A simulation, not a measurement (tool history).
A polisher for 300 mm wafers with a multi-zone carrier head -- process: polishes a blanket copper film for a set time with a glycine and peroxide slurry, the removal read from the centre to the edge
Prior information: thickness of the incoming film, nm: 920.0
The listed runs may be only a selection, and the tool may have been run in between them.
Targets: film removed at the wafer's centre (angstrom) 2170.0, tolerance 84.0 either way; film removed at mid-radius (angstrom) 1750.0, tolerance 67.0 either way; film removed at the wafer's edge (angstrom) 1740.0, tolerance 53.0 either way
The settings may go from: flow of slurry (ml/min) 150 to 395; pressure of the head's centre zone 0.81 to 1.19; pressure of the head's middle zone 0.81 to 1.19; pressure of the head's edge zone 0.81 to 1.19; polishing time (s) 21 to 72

run,hour,flow of slurry (ml/min),pressure of the head's centre zone,pressure of the head's middle zone,pressure of the head's edge zone,polishing time (s),film removed at the wafer's centre (angstrom),film removed at mid-radius (angstrom),film removed at the wafer's edge (angstrom)
1,0.0,250,1.00,1.00,1.00,46,3285.1,3357.4,3294.3
2,3.8,245,1.03,0.98,0.96,40,2951.2,2817.0,2774.8
3,5.5,240,1.04,0.96,0.93,36,2637.0,2561.7,2470.6
4,13.2,240,1.04,0.92,0.93,36,2662.6,2421.2,2509.8
5,21.2,240,1.06,0.91,0.91,33,2492.2,2190.9,2268.6
6,26.6,240,1.06,0.91,0.91,25,1879.4,1664.2,1680.4
7,32.1,245,1.08,0.91,0.91,25,1886.1,1697.8,1689.9
8,34.8,245,1.10,0.90,0.90,25,1954.3,1657.9,1700.8

Pick the move, out of 5, that brings all results within their allowed miss; only one does.
A,37.5,150,1.19,1.01,0.84,28,?,?,?
B,37.5,235,1.19,1.06,0.81,26,?,?,?
C,37.5,250,1.13,0.99,0.81,27,?,?,?
D,37.5,250,1.18,0.93,0.87,26,?,?,?
E,37.5,290,1.19,0.95,0.81,25,?,?,?

move,film removed at the wafer's centre (angstrom),film removed at mid-radius (angstrom),film removed at the wafer's edge (angstrom)
A,2129.2,1876.5,1750.7
B,2170.0,1972.5,1700.1
C,2157.7,1949.8,1778.3
D,2169.4,1781.1,1767.1
E,2145.3,1774.2,1669.6
A: puts the biggest miss on target and leaves a different result outside tolerance
B: puts the biggest miss on target and leaves a different result outside tolerance
C: puts the biggest miss on target and leaves a different result outside tolerance
D: hits every target within its allowed miss
E: puts the biggest miss on target and leaves a different result outside tolerance
So the answer is move D, the one that meets all the targets.
